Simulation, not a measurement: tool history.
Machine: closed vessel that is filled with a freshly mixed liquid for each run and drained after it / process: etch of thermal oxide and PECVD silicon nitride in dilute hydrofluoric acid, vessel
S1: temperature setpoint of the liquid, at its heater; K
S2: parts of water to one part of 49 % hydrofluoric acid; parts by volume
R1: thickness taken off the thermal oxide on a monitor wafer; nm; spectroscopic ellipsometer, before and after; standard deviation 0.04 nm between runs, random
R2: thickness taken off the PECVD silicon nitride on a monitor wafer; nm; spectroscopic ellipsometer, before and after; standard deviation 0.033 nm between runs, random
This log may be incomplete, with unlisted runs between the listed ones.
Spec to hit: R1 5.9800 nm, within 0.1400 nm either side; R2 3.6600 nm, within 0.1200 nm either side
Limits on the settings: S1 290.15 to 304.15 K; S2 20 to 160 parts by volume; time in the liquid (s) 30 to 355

{"run": 1, "day": 0.0, "S1": 296.15, "S2": 90, "time in the liquid (s)": 180, "R1": 8.5819, "R2": 4.5461}
{"run": 2, "day": 0.046, "S1": 296.15, "S2": 70, "time in the liquid (s)": 180, "R1": 11.261, "R2": 5.8088}
{"run": 3, "day": 0.104, "S1": 294.65, "S2": 70, "time in the liquid (s)": 180, "R1": 10.504, "R2": 5.1776}
{"run": 4, "day": 0.446, "S1": 294.65, "S2": 90, "time in the liquid (s)": 180, "R1": 8.1112, "R2": 4.0624}
{"run": 5, "day": 0.638, "S1": 295.65, "S2": 100, "time in the liquid (s)": 180, "R1": 7.4686, "R2": 3.987}
{"run": 6, "day": 0.838, "S1": 296.15, "S2": 105, "time in the liquid (s)": 185, "R1": 7.4471, "R2": 3.988}
{"run": 7, "day": 1.004, "S1": 296.65, "S2": 115, "time in the liquid (s)": 185, "R1": 6.8081, "R2": 3.7486}
{"run": 8, "day": 1.267, "S1": 296.65, "S2": 115, "time in the liquid (s)": 185, "R1": 6.8586, "R2": 3.7693}

Exercise: of the 5 proposed moves below, exactly one satisfies all targets within the stated allowed misses. Which move is it?
{"run": "A", "day": 1.529, "S1": 304.15, "S2": 135, "time in the liquid (s)": 140, "R1": "?", "R2": "?"}
{"run": "B", "day": 1.529, "S1": 299.65, "S2": 125, "time in the liquid (s)": 160, "R1": "?", "R2": "?"}
{"run": "C", "day": 1.529, "S1": 300.15, "S2": 100, "time in the liquid (s)": 115, "R1": "?", "R2": "?"}
{"run": "D", "day": 1.529, "S1": 297.65, "S2": 115, "time in the liquid (s)": 155, "R1": "?", "R2": "?"}
{"run": "E", "day": 1.529, "S1": 295.15, "S2": 115, "time in the liquid (s)": 185, "R1": "?", "R2": "?"}

move=A R1=5.6418 R2=3.8845
move=B R1=5.9734 R2=3.6215
move=C R1=5.6490 R2=3.3572
move=D R1=5.8962 R2=3.3499
move=E R1=6.3762 R2=3.3911
A: pushes the last run's worst result past its target
B: all results land within tolerance of their targets
C: pushes the last run's worst result past its target
D: the worst result of the last run now meets its target, but another is out of spec
E: nearer than the last run, and not there yet
Go with B: it meets all targets.
